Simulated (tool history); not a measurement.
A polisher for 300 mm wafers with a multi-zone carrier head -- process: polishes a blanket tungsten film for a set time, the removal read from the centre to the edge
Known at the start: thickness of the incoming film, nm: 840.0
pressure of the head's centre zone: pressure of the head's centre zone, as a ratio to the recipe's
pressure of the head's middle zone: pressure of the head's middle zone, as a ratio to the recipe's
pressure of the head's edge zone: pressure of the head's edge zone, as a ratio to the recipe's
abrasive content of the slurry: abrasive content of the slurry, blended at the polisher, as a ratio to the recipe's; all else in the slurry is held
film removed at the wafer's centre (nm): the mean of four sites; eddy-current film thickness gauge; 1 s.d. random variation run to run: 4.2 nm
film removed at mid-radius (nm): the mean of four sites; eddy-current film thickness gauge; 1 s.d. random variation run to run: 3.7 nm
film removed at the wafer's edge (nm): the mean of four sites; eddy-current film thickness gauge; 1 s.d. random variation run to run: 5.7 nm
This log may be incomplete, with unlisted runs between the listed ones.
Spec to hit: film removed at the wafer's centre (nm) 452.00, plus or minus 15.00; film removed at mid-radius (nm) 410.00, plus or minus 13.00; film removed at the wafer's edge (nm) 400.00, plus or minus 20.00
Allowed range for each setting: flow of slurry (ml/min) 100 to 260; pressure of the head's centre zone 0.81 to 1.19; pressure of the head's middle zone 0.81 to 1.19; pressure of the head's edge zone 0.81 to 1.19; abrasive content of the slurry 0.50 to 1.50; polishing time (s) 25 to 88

run	hour	flow of slurry (ml/min)	pressure of the head's centre zone	pressure of the head's middle zone	pressure of the head's edge zone	abrasive content of the slurry	polishing time (s)	film removed at the wafer's centre (nm)	film removed at mid-radius (nm)	film removed at the wafer's edge (nm)
1	0.0	165	1.00	1.00	1.00	1.00	56	272.35	270.09	267.39
2	5.7	165	1.00	1.07	1.00	1.00	56	274.77	288.73	269.67
3	13.1	165	1.00	1.07	1.00	0.85	56	266.25	274.71	262.20
4	21.8	165	1.00	1.03	1.00	0.85	56	264.78	265.02	254.08
5	26.4	125	1.00	1.03	1.00	0.85	56	250.78	253.97	249.49
6	27.1	135	1.02	1.04	1.02	0.95	57	271.35	268.35	264.60
7	30.8	145	1.04	1.05	1.04	1.00	58	289.82	284.48	277.27
8	37.4	150	1.05	1.05	1.06	1.05	59	297.10	293.22	282.19
9	46.3	150	1.06	1.04	1.06	1.10	61	319.72	298.20	300.28
10	54.2	155	1.07	1.05	1.07	1.15	62	330.46	312.61	311.61
11	57.9	160	1.08	1.06	1.08	1.20	63	346.00	321.35	327.96
12	64.9	170	1.09	1.08	1.08	1.25	63	356.79	334.41	338.97
13	72.3	220	1.19	1.18	1.10	1.50	64	415.34	396.52	362.83
14	77.2	220	1.19	1.17	1.10	1.50	64	422.56	393.78	358.03
15	86.0	220	1.19	1.17	1.11	1.50	64	425.67	391.52	358.90
16	88.3	220	1.18	1.17	1.12	1.50	65	425.30	406.89	370.93
17	93.9	220	1.18	1.16	1.13	1.50	65	426.11	392.78	381.36

Which single option among these 4 for the next run brings every result within its allowed miss of target? Just one does.
A	99.5	260	1.17	1.13	1.15	1.50	68	?	?	?
B	99.5	205	1.19	1.00	1.11	1.50	72	?	?	?
C	99.5	240	1.19	1.19	0.89	1.45	71	?	?	?
D	99.5	230	1.11	1.12	1.15	1.45	69	?	?	?

move	film removed at the wafer's centre (nm)	film removed at mid-radius (nm)	film removed at the wafer's edge (nm)
A	450.95	421.21	392.22
B	470.18	390.60	399.95
C	471.00	452.61	356.28
D	424.19	415.39	391.05
A: hits every target within its allowed miss
B: moves the result that the last run missed by most past its target, out the other side
C: moves the result that the last run missed by most past its target, out the other side
D: lands further from the targets than the last run did
Correct choice: A, which meets every target
